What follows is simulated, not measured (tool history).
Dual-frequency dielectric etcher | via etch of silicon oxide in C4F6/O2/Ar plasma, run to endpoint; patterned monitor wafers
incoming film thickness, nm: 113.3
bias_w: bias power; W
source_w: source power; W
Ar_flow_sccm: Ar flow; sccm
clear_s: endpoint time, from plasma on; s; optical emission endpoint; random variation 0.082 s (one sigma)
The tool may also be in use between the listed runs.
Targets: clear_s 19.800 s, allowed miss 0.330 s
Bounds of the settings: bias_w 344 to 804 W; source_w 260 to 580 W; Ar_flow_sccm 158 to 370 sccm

| run | hour | bias_w | source_w | Ar_flow_sccm | clear_s |
|---|---|---|---|---|---|
| 1 | 0.0 | 574 | 420 | 264 | 22.397 |
| 2 | 3.8 | 609 | 420 | 264 | 22.012 |
| 3 | 10.3 | 642 | 420 | 264 | 21.709 |
| 4 | 17.9 | 687 | 420 | 264 | 21.060 |
| 5 | 26.3 | 687 | 460 | 264 | 20.718 |
| 6 | 33.9 | 702 | 460 | 263 | 20.382 |
| 7 | 35.2 | 711 | 460 | 263 | 20.347 |
| 8 | 38.5 | 720 | 460 | 263 | 20.222 |
| 9 | 46.8 | 727 | 460 | 263 | 20.189 |

Which of these 5 next moves meets every target?
| A | 55.1 | 769 | 510 | 242 | ? |
| B | 55.1 | 681 | 440 | 241 | ? |
| C | 55.1 | 676 | 440 | 255 | ? |
| D | 55.1 | 728 | 450 | 176 | ? |
| E | 55.1 | 711 | 440 | 291 | ? |

| move | clear_s |
|---|---|
| A | 18.946 |
| B | 20.741 |
| C | 20.887 |
| D | 19.655 |
| E | 20.805 |
A: takes the result that was furthest off past its target
B: further off than the last run
C: further off than the last run
D: meets every target
E: further off than the last run
Answer: D
